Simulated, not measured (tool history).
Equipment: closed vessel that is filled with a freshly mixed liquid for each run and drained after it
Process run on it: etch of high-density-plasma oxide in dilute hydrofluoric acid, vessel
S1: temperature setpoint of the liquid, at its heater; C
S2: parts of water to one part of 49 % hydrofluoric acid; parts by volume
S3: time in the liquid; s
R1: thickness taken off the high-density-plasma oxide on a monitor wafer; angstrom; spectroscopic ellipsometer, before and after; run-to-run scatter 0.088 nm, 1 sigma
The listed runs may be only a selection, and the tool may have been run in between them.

| run | day | S1 | S2 | S3 | R1 |
|---|---|---|---|---|---|
| 1 | 0.000 | 25.0 | 55 | 105 | 133.400 |
| 2 | 0.196 | 22.5 | 55 | 105 | 118.730 |
| 3 | 0.496 | 22.5 | 75 | 105 | 86.832 |
| 4 | 0.871 | 24.0 | 75 | 105 | 91.148 |
| 5 | 1.167 | 27.0 | 75 | 105 | 102.350 |
| 6 | 1.346 | 27.0 | 85 | 105 | 88.799 |

Forecast run 7:
| 7 | 1.733 | 31.0 | 85 | 105 | ? |

R1: 102.720 angstrom
